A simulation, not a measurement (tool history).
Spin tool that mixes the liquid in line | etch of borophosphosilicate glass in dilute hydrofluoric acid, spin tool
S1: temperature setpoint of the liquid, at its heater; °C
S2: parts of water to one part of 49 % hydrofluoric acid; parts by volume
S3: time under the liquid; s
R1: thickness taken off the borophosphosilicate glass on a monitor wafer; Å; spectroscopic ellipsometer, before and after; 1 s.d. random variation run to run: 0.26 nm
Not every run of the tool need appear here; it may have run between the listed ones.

{"run": 1, "hour": 0.0, "S1": 25.0, "S2": 110, "S3": 60, "R1": 205.98}
{"run": 2, "hour": 2.2, "S1": 26.0, "S2": 105, "S3": 60, "R1": 227.25}
{"run": 3, "hour": 6.3, "S1": 26.0, "S2": 105, "S3": 65, "R1": 249.31}
{"run": 4, "hour": 10.8, "S1": 28.0, "S2": 105, "S3": 65, "R1": 266.24}
{"run": 5, "hour": 15.8, "S1": 28.0, "S2": 120, "S3": 65, "R1": 230.11}
{"run": 6, "hour": 19.2, "S1": 28.0, "S2": 120, "S3": 65, "R1": 230.49}
{"run": 7, "hour": 22.8, "S1": 28.5, "S2": 115, "S3": 65, "R1": 245.13}
{"run": 8, "hour": 24.2, "S1": 29.0, "S2": 110, "S3": 65, "R1": 261.77}
{"run": 9, "hour": 26.5, "S1": 29.5, "S2": 105, "S3": 65, "R1": 284.3}
{"run": 10, "hour": 32.3, "S1": 29.5, "S2": 105, "S3": 65, "R1": 283.98}
{"run": 11, "hour": 38.8, "S1": 30.0, "S2": 105, "S3": 65, "R1": 289.53}
{"run": 12, "hour": 42.9, "S1": 30.5, "S2": 105, "S3": 65, "R1": 296.71}
{"run": 13, "hour": 44.3, "S1": 31.0, "S2": 105, "S3": 65, "R1": 300.41}
{"run": 14, "hour": 47.0, "S1": 31.5, "S2": 105, "S3": 65, "R1": 305.32}

Run 15, settings as shown, results not yet in. Your forecast:
{"run": 15, "hour": 51.8, "S1": 32.5, "S2": 100, "S3": 65, "R1": "?"}

{"run 15": {"R1": 330.48}}
